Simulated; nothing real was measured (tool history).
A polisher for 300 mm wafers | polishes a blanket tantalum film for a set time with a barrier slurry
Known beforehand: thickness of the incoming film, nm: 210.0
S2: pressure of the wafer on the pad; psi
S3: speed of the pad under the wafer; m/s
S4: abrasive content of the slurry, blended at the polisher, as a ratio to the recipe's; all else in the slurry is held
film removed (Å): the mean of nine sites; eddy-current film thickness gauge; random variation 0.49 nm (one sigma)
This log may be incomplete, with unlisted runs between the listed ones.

{"run": 1, "hour": 0.0, "flow of slurry (ml/min)": 305, "S2": 2.5, "S3": 1.06, "S4": 1, "polishing time (s)": 22, "film removed (Å)": 512.99}
{"run": 2, "hour": 8.5, "flow of slurry (ml/min)": 305, "S2": 2.5, "S3": 1.06, "S4": 0.85, "polishing time (s)": 22, "film removed (Å)": 487.86}
{"run": 3, "hour": 10.7, "flow of slurry (ml/min)": 305, "S2": 2.7, "S3": 1.06, "S4": 0.85, "polishing time (s)": 22, "film removed (Å)": 526.93}
{"run": 4, "hour": 14.5, "flow of slurry (ml/min)": 305, "S2": 2.8, "S3": 1.06, "S4": 0.85, "polishing time (s)": 22, "film removed (Å)": 537.05}
{"hour": 17.3, "done": "slurry nozzle cleaned"}
{"run": 5, "hour": 17.3, "flow of slurry (ml/min)": 305, "S2": 2.8, "S3": 1.06, "S4": 0.7, "polishing time (s)": 22, "film removed (Å)": 537.18}
{"run": 6, "hour": 22.2, "flow of slurry (ml/min)": 305, "S2": 2.8, "S3": 1.06, "S4": 0.85, "polishing time (s)": 22, "film removed (Å)": 573.45}
{"run": 7, "hour": 23.1, "flow of slurry (ml/min)": 305, "S2": 2.9, "S3": 1.06, "S4": 0.85, "polishing time (s)": 22, "film removed (Å)": 595.32}
{"run": 8, "hour": 32.0, "flow of slurry (ml/min)": 305, "S2": 3, "S3": 1.06, "S4": 0.85, "polishing time (s)": 22, "film removed (Å)": 607.26}
{"run": 9, "hour": 39.8, "flow of slurry (ml/min)": 305, "S2": 3.1, "S3": 1.06, "S4": 0.85, "polishing time (s)": 22, "film removed (Å)": 626.57}

Run 10 has not been measured yet. What should we expect?
{"run": 10, "hour": 44.9, "flow of slurry (ml/min)": 305, "S2": 3.2, "S3": 1.06, "S4": 0.85, "polishing time (s)": 22, "film removed (Å)": "?"}

{"run 10": {"film removed (Å)": 649.8}}
